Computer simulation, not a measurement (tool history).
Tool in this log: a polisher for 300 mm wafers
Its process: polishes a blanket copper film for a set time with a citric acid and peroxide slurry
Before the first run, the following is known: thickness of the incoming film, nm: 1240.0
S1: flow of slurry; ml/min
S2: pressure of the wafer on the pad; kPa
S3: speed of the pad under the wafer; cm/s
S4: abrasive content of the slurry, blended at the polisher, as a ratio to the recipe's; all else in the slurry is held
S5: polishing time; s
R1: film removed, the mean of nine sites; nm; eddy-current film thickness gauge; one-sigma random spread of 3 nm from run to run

run  hour   S1    S2  S3   S4  S5      R1
  1   0.0  220  19.3  80  1.0  80  162.98
  2   4.3  220  21.4  80  1.0  80  180.03
  3  10.4  220  22.1  80  1.0  80  187.12
  4  11.8  220  22.1  80  0.8  80  172.20
  5  12.3  220  17.9  80  0.8  80  141.78
  6  19.0  220  19.3  80  0.8  80  153.84

Run 7 is up next; what results do you expect?
  7  26.7  220  20.7  80  0.8  80   ?

{"run 7": {"R1": 166.88}}
